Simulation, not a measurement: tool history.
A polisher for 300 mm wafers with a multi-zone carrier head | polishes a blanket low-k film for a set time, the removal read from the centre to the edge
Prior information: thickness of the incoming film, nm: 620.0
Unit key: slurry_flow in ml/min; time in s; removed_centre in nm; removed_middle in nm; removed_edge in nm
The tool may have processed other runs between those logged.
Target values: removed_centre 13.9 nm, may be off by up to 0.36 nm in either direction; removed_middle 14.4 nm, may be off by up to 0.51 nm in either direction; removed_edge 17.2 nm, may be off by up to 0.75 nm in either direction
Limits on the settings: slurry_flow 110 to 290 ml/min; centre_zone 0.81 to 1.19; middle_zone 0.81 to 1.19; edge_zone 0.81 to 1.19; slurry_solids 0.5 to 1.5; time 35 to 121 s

run,hour,slurry_flow,centre_zone,middle_zone,edge_zone,slurry_solids,time,removed_centre,removed_middle,removed_edge
1,0,185,1,1,1,1,78,22.931,22.196,23.291
2,2.2,175,0.95,0.96,0.99,0.85,77,19.484,19.378,20.861
3,9.9,175,1.02,0.96,0.99,0.85,77,21.059,19.385,20.908
4,13.3,175,1.02,0.91,0.99,0.85,77,20.939,18.111,20.696
5,17.9,165,0.97,0.89,0.98,0.8,77,18.805,17.428,20.036
6,24.2,165,0.97,0.89,0.98,0.7,77,17.382,15.795,18.081
7,26.7,155,0.94,0.88,0.98,0.7,77,16.494,15.724,17.969
8,29.7,145,0.92,0.87,0.98,0.7,77,16.142,15.32,17.983
9,33.4,140,0.9,0.86,0.98,0.7,77,15.668,15.068,17.601
10,36,135,0.88,0.86,0.99,0.7,77,15.285,14.923,17.994
11,39.5,130,0.86,0.86,0.98,0.7,77,14.855,14.619,17.79
12,46.3,125,0.85,0.87,0.97,0.7,77,14.434,15.113,17.459
13,49.7,120,0.85,0.86,0.97,0.7,77,14.267,14.668,17.355

Below are 5 possible settings for the next run. Only one of them brings all results inside the allowed miss of their targets. Which is it?
A,53.1,125,0.84,0.91,0.98,0.8,72,?,?,?
B,53.1,125,0.89,0.95,0.97,0.7,75,?,?,?
C,53.1,120,0.85,0.88,1.01,0.65,83,?,?,?
D,53.1,110,0.83,0.85,0.9,0.6,92,?,?,?
E,53.1,145,0.85,0.88,1.04,0.65,76,?,?,?

move,removed_centre,removed_middle,removed_edge
A,14.72,15.672,18.445
B,14.856,15.458,17.469
C,14.748,15.105,18.565
D,14.747,15.071,18.222
E,13.95,14.234,17.578
A: misses by more than the last run did
B: misses by more than the last run did
C: misses by more than the last run did
D: misses by more than the last run did
E: meets every target
E meets every target.

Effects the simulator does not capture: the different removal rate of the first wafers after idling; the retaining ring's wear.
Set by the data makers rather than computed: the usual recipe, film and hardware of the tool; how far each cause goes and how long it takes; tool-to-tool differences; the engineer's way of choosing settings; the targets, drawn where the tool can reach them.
